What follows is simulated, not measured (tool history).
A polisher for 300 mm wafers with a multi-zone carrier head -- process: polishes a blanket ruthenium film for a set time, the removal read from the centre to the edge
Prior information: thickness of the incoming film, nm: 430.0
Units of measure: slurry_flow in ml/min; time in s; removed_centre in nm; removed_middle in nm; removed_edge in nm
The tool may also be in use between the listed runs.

run	hour	slurry_flow	centre_zone	middle_zone	edge_zone	time	removed_centre	removed_middle	removed_edge
1	0.0	240	1.00	1.00	1.00	88	171.35	186.38	182.24
2	8.5	240	1.00	0.95	1.00	88	172.10	174.92	181.04
3	14.9	240	1.00	0.95	1.08	88	172.03	176.95	191.91
4	22.1	235	0.97	0.96	1.04	81	151.56	166.05	169.55
5	22.9	230	0.94	0.95	1.01	76	136.88	152.79	160.13
# hour 24.2: centre zone pressure recalibrated
6	24.2	230	0.94	1.03	1.01	76	147.67	162.20	157.47
7	29.7	230	0.91	1.02	0.97	72	134.49	154.63	145.37
8	33.8	225	0.89	1.02	0.96	68	125.86	146.44	140.04
9	36.4	225	0.87	1.03	0.96	64	115.88	138.63	130.53

Run 10 has not been measured yet. What should we expect?
10	45.0	225	0.86	1.04	0.96	61	?	?	?

{"run 10": {"removed_centre": 107.75, "removed_middle": 132.85, "removed_edge": 123.82}}
